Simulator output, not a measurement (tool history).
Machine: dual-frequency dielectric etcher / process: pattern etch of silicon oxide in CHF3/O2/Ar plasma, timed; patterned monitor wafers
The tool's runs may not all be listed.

run,hour,source power (kW),bias power (kW),etch time (s),mean etch depth across the wafer (angstrom)
1,0,0.9,0.204,449,11061
2,2.9,0.79,0.201,449,10619
3,11.1,0.88,0.201,449,10953
4,19.9,0.78,0.201,449,10620
5,27.2,0.78,0.214,449,10775
6,34,0.78,0.183,449,10180

What does the tool deliver on the next run?
7,43,0.73,0.181,449,?

Run 7 measured mean etch depth across the wafer (angstrom) 10018.

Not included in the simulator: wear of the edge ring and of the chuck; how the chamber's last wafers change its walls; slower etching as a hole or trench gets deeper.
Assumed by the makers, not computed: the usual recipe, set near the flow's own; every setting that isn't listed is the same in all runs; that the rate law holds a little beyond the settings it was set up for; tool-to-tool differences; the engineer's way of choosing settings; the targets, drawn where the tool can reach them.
